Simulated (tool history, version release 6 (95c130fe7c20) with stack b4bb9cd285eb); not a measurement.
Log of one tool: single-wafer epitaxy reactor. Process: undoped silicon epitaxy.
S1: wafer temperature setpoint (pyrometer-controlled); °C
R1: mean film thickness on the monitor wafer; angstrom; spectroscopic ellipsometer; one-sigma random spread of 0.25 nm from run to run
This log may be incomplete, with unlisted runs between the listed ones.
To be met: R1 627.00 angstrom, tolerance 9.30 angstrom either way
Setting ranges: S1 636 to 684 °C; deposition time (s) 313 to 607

{"run": 1, "hour": 0.0, "S1": 660, "deposition time (s)": 460, "R1": 958.69}
{"run": 2, "hour": 4.6, "S1": 660, "deposition time (s)": 502, "R1": 1049.3}
{"run": 3, "hour": 9.7, "S1": 669, "deposition time (s)": 502, "R1": 1298.4}
{"run": 4, "hour": 18.5, "S1": 660, "deposition time (s)": 502, "R1": 1041.0}
{"run": 5, "hour": 23.6, "S1": 665, "deposition time (s)": 502, "R1": 1180.4}
{"run": 6, "hour": 27.6, "S1": 665, "deposition time (s)": 539, "R1": 1268.3}
{"run": 7, "hour": 34.6, "S1": 659, "deposition time (s)": 536, "R1": 1089.7}
{"run": 8, "hour": 39.6, "S1": 654, "deposition time (s)": 536, "R1": 965.76}
{"run": 9, "hour": 44.7, "S1": 650, "deposition time (s)": 536, "R1": 874.05}
{"run": 10, "hour": 51.2, "S1": 647, "deposition time (s)": 536, "R1": 809.68}
{"run": 11, "hour": 56.2, "S1": 645, "deposition time (s)": 536, "R1": 767.97}
{"run": 12, "hour": 61.0, "S1": 645, "deposition time (s)": 536, "R1": 767.69}
{"run": 13, "hour": 66.2, "S1": 643, "deposition time (s)": 536, "R1": 736.8}
{"run": 14, "hour": 71.7, "S1": 642, "deposition time (s)": 536, "R1": 719.3}
{"run": 15, "hour": 73.1, "S1": 641, "deposition time (s)": 536, "R1": 701.64}
{"run": 16, "hour": 82.0, "S1": 636, "deposition time (s)": 533, "R1": 611.07}

Next run, 5 choices. One meets every target within its allowed miss, the rest don't. Which?
{"run": "A", "hour": 90.9, "S1": 642, "deposition time (s)": 472, "R1": "?"}
{"run": "B", "hour": 90.9, "S1": 636, "deposition time (s)": 508, "R1": "?"}
{"run": "C", "hour": 90.9, "S1": 636, "deposition time (s)": 529, "R1": "?"}
{"run": "D", "hour": 90.9, "S1": 636, "deposition time (s)": 518, "R1": "?"}
{"run": "E", "hour": 90.9, "S1": 639, "deposition time (s)": 530, "R1": "?"}

move=A R1=630.20
move=B R1=581.84
move=C R1=605.90
move=D R1=593.30
move=E R1=655.60
A: in spec on every target
B: misses by more than the last run did
C: misses by more than the last run did
D: misses by more than the last run did
E: pushes the last run's worst result past its target
A meets every target.
